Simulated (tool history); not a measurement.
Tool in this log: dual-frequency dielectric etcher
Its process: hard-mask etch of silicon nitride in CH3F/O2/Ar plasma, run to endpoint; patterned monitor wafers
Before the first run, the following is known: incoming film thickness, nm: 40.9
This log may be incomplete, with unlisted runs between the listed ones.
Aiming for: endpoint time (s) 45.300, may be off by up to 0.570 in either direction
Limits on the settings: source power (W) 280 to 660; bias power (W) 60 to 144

run  hour  source power (W)  bias power (W)  endpoint time (s)
  1   0.0               470             102             50.702
  2   4.0               500             103             49.725
  3   9.9               440             103             52.116
  4  15.7               480             104             49.896
  5  20.9               530             104             48.083
  6  23.1               530              87             52.265
  7  28.9               530              87             52.438
  8  37.5               560              90             51.073
  9  45.4               560              90             50.756
 10  51.3               580              93             49.325

Of the 5 settings listed for the next run, only one would bring every result within its allowed miss of target. Which one?
  A  57.2               500              93                  ?
  B  57.2               610             108                  ?
  C  57.2               580             120                  ?
  D  57.2               620             115                  ?
  E  57.2               620             117                  ?

move  endpoint time (s)
   A             52.261
   B             45.732
   C             44.415
   D             44.244
   E             43.911
A: misses by more than the last run did
B: each result inside its tolerance
C: the result that was furthest off in the last run now lies on the other side of its target
D: the result that was furthest off in the last run now lies on the other side of its target
E: the result that was furthest off in the last run now lies on the other side of its target
B is the move that brings every result within its allowed miss.
